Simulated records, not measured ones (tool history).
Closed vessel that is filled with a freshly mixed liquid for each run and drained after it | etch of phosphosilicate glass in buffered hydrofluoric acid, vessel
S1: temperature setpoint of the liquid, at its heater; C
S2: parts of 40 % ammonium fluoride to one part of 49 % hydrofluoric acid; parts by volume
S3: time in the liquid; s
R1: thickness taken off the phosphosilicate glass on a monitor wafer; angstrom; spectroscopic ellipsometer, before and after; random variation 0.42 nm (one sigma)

Run 1, hour 0.0: S1 22.0 C, S2 13.0 parts by volume, S3 30 s. Result: R1 842.99 angstrom.
Run 2, hour 8.1: S1 22.0 C, S2 9.5 parts by volume, S3 30 s. Result: R1 1111.20 angstrom.
Run 3, hour 16.5: S1 22.0 C, S2 9.5 parts by volume, S3 30 s. Result: R1 1121.60 angstrom.
Run 4, hour 25.6: S1 22.0 C, S2 13.0 parts by volume, S3 30 s. Result: R1 845.73 angstrom.
Run 5, hour 34.2: S1 22.0 C, S2 13.0 parts by volume, S3 30 s. Result: R1 849.78 angstrom.
Run 6, hour 42.5: S1 22.0 C, S2 16.5 parts by volume, S3 30 s. Result: R1 671.41 angstrom.
Run 7, hour 45.0: S1 23.5 C, S2 16.5 parts by volume, S3 30 s. Result: R1 720.73 angstrom.
Run 8, hour 45.9: S1 24.5 C, S2 16.5 parts by volume, S3 30 s. Result: R1 774.05 angstrom.
Run 9, hour 49.0: S1 25.0 C, S2 16.5 parts by volume, S3 30 s. Result: R1 783.81 angstrom.

Forecast run 10:
Run 10, hour 56.1: S1 25.5 C, S2 16.5 parts by volume, S3 30 s. Result: R1 ?.

{"run 10": {"R1": 809.62}}
